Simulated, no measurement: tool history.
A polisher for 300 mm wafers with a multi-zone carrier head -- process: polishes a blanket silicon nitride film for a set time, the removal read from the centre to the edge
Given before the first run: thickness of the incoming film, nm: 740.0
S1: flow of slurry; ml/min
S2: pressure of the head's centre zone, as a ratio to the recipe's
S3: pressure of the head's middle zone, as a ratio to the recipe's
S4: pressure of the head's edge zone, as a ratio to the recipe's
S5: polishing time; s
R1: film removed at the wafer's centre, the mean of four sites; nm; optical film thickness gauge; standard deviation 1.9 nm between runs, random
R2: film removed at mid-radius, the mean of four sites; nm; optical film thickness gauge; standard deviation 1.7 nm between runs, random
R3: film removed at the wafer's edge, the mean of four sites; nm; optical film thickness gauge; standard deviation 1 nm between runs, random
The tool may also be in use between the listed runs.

Run 1, hour 0: S1 285 ml/min, S2 1, S3 1, S4 1, S5 77 s. Result: R1 181.26 nm, R2 176.82 nm, R3 183.74 nm.
Run 2, hour 5.7: S1 285 ml/min, S2 1, S3 1, S4 1, S5 67 s. Result: R1 160.84 nm, R2 153.01 nm, R3 157.76 nm.
Run 3, hour 12.9: S1 285 ml/min, S2 1, S3 1, S4 0.95, S5 67 s. Result: R1 157.14 nm, R2 152.8 nm, R3 154.2 nm.
Run 4, hour 13.7: S1 285 ml/min, S2 1, S3 0.98, S4 0.96, S5 67 s. Result: R1 158.08 nm, R2 153.21 nm, R3 155 nm.
Run 5, hour 17.1: S1 320 ml/min, S2 1, S3 0.98, S4 0.96, S5 67 s. Result: R1 161.45 nm, R2 153.28 nm, R3 158.06 nm.
Run 6, hour 22.7: S1 320 ml/min, S2 1, S3 1.01, S4 0.96, S5 67 s. Result: R1 158.09 nm, R2 158.69 nm, R3 157.37 nm.
Run 7, hour 23.7: S1 310 ml/min, S2 1, S3 0.99, S4 0.97, S5 67 s. Result: R1 161.14 nm, R2 152.99 nm, R3 156.94 nm.
Run 8, hour 25.7: S1 305 ml/min, S2 0.99, S3 0.97, S4 0.97, S5 67 s. Result: R1 159.39 nm, R2 151.38 nm, R3 156.98 nm.

Predict the results of run 9:
Run 9, hour 30.1: S1 300 ml/min, S2 0.99, S3 0.95, S4 0.98, S5 67 s. Result: R1 ?, R2 ?, R3 ?.

Run 9 yielded R1 157.97 nm, R2 150.12 nm, R3 157.38 nm.
